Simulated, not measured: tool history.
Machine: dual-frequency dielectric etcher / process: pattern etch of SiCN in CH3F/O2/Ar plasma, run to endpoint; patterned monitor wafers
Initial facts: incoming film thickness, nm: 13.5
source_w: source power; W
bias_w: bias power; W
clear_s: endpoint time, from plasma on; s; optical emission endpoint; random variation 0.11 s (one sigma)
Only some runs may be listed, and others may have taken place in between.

run 1 day=0.000 | source_w=480 bias_w=81 | clear_s=27.575
run 2 day=0.092 | source_w=480 bias_w=95 | clear_s=25.930
run 3 day=0.458 | source_w=480 bias_w=102 | clear_s=25.004
run 4 day=0.525 | source_w=460 bias_w=101 | clear_s=25.376
run 5 day=0.896 | source_w=450 bias_w=100 | clear_s=25.747
-- day=1.129 wet clean of the chamber
run 6 day=1.129 | source_w=450 bias_w=93 | clear_s=27.924
run 7 day=1.404 | source_w=460 bias_w=93 | clear_s=27.646

Run 8, settings as shown, results not yet in. Your forecast:
run 8 day=1.429 | source_w=470 bias_w=93 | clear_s=?

For run 8 the tool returned clear_s 27.381 s.
